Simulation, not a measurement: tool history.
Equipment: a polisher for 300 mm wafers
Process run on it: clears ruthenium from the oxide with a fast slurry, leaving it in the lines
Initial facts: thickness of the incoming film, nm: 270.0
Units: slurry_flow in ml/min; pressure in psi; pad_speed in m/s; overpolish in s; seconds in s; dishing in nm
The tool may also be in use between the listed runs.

run 1 hour=0.0 | slurry_flow=260 pressure=3.0 pad_speed=1.30 slurry_solids=1.00 overpolish=28 | seconds=53.506 dishing=111.930
run 2 hour=0.8 | slurry_flow=260 pressure=2.8 pad_speed=1.22 slurry_solids=1.00 overpolish=23 | seconds=59.625 dishing=83.497
run 3 hour=5.6 | slurry_flow=295 pressure=2.5 pad_speed=1.12 slurry_solids=1.10 overpolish=20 | seconds=62.723 dishing=67.776
run 4 hour=6.7 | slurry_flow=320 pressure=2.3 pad_speed=1.00 slurry_solids=1.20 overpolish=17 | seconds=72.049 dishing=54.350
run 5 hour=12.3 | slurry_flow=320 pressure=2.3 pad_speed=0.68 slurry_solids=1.20 overpolish=17 | seconds=104.690 dishing=39.144
run 6 hour=14.4 | slurry_flow=320 pressure=2.3 pad_speed=0.68 slurry_solids=1.20 overpolish=29 | seconds=104.010 dishing=63.082
run 7 hour=21.9 | slurry_flow=340 pressure=2.2 pad_speed=0.68 slurry_solids=1.25 overpolish=24 | seconds=103.490 dishing=51.831
run 8 hour=30.8 | slurry_flow=355 pressure=2.2 pad_speed=0.66 slurry_solids=1.30 overpolish=20 | seconds=106.680 dishing=45.456

Run 9 has not been measured yet. What should we expect?
run 9 hour=31.3 | slurry_flow=310 pressure=2.3 pad_speed=0.70 slurry_solids=1.10 overpolish=17 | seconds=? dishing=?

Run 9 gave seconds 104.550 s, dishing 37.109 nm.

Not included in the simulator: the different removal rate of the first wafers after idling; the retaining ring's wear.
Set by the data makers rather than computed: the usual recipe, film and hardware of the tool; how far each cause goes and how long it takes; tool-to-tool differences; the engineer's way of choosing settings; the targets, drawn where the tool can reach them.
